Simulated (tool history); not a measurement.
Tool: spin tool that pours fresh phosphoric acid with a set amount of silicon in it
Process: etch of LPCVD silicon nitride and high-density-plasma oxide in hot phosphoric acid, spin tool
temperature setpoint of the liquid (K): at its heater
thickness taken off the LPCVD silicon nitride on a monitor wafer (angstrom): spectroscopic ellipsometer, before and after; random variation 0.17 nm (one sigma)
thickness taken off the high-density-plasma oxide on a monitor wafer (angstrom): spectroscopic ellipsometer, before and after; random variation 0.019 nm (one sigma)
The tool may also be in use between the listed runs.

run,day,temperature setpoint of the liquid (K),silicon dissolved in the acid as it is poured (mg a litre),time under the liquid (s),thickness taken off the LPCVD silicon nitride on a monitor wafer (angstrom),thickness taken off the high-density-plasma oxide on a monitor wafer (angstrom)
1,0,434.15,22.5,180,189.69,3.8839
2,0.354,432.65,22.5,180,177.51,3.3927
3,0.675,434.15,28,195,204.43,3.4721
4,0.817,434.15,19.5,195,205.54,4.9351
5,1.117,434.15,19.5,160,168.52,3.9917
6,1.338,434.15,10.5,160,168.35,4.756
7,1.404,434.65,19,180,192.09,4.5097
8,1.692,435.65,25.5,195,213.17,4.5042
9,1.917,436.15,31,210,235.09,4.053
10,2.042,436.65,34.5,220,248.5,3.6295
11,2.383,437.15,36,230,266.19,3.5553
12,2.521,437.65,37,235,274.43,3.4573
13,2.621,437.65,37.5,240,286.29,3.5921
14,2.792,437.65,38,245,289.57,3.7049
15,3.1,437.65,39,250,294.49,3.5702
16,3.454,438.15,39.5,250,299.92,3.6864
17,3.8,438.15,40,250,300.45,3.2787
18,4.046,438.15,39.5,250,302.46,3.6466
19,4.208,438.15,40,250,300.34,3.2018
20,4.383,438.15,39.5,250,301.03,3.8236

Run 21 comes next. What will it give?
21,4.6,439.15,44,255,?,?

Run 21 gave thickness taken off the LPCVD silicon nitride on a monitor wafer (angstrom) 316.75, thickness taken off the high-density-plasma oxide on a monitor wafer (angstrom) 2.6497.
